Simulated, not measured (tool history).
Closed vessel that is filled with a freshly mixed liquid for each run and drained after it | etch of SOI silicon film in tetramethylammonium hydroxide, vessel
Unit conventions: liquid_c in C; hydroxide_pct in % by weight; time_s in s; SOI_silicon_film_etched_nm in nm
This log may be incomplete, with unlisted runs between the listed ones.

run 1 day=0 | liquid_c=62 hydroxide_pct=13 time_s=95 | SOI_silicon_film_etched_nm=370.15
run 2 day=0.079 | liquid_c=67.5 hydroxide_pct=13 time_s=95 | SOI_silicon_film_etched_nm=512.23
run 3 day=0.45 | liquid_c=67.5 hydroxide_pct=13 time_s=95 | SOI_silicon_film_etched_nm=518.75
run 4 day=0.704 | liquid_c=67.5 hydroxide_pct=13 time_s=100 | SOI_silicon_film_etched_nm=544.56
run 5 day=0.967 | liquid_c=64.5 hydroxide_pct=13 time_s=100 | SOI_silicon_film_etched_nm=454.2
run 6 day=1.325 | liquid_c=68.5 hydroxide_pct=13 time_s=100 | SOI_silicon_film_etched_nm=577.04
run 7 day=1.471 | liquid_c=65 hydroxide_pct=13 time_s=100 | SOI_silicon_film_etched_nm=467.71
run 8 day=1.688 | liquid_c=62.5 hydroxide_pct=13 time_s=100 | SOI_silicon_film_etched_nm=399.74

Run 9, settings as shown, results not yet in. Your forecast:
run 9 day=1.825 | liquid_c=60.5 hydroxide_pct=13 time_s=100 | SOI_silicon_film_etched_nm=?

{"run 9": {"SOI_silicon_film_etched_nm": 354.57}}
